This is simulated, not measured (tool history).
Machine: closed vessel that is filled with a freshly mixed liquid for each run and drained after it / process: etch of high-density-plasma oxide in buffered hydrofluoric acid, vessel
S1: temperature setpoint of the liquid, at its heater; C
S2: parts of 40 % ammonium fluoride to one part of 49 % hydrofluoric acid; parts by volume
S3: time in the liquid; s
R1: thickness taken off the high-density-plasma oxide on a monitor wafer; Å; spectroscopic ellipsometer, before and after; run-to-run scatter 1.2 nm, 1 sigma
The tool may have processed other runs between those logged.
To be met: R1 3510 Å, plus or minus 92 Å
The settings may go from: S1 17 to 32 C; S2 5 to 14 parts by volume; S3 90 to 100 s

run 1 hour=0 | S1=24 S2=8.5 S3=90 | R1=2652.7
run 2 hour=8 | S1=25.5 S2=8.5 S3=90 | R1=2878.6
run 3 hour=10.9 | S1=22.5 S2=8.5 S3=90 | R1=2429.5
run 4 hour=16.2 | S1=24 S2=8.5 S3=90 | R1=2671.8
run 5 hour=21.5 | S1=26.5 S2=8.5 S3=90 | R1=3031.6
run 6 hour=30.1 | S1=23.5 S2=8.5 S3=90 | R1=2567
run 7 hour=34.8 | S1=25 S2=8.5 S3=90 | R1=2822.2
run 8 hour=39.1 | S1=26 S2=8.5 S3=90 | R1=2953.5
run 9 hour=42.8 | S1=27 S2=8.5 S3=90 | R1=3132.6
run 10 hour=47.4 | S1=27.5 S2=8.5 S3=90 | R1=3194
run 11 hour=49.4 | S1=28 S2=8.5 S3=90 | R1=3277
run 12 hour=57 | S1=28.5 S2=8.5 S3=90 | R1=3365.9

Which single option among these 4 for the next run brings every result within its allowed miss of target? Just one does.
run A hour=64.6 | S1=31 S2=8.5 S3=90 | R1=?
run B hour=64.6 | S1=28 S2=8 S3=95 | R1=?
run C hour=64.6 | S1=28.5 S2=9 S3=90 | R1=?
run D hour=64.6 | S1=28 S2=8 S3=90 | R1=?

move=A R1=3849.5
move=B R1=3706.1
move=C R1=3173.2
move=D R1=3511
A: pushes the last run's worst result past its target
B: pushes the last run's worst result past its target
C: its largest miss is bigger than the last run's
D: every result lands within tolerance
D is the move that brings every result within its allowed miss.

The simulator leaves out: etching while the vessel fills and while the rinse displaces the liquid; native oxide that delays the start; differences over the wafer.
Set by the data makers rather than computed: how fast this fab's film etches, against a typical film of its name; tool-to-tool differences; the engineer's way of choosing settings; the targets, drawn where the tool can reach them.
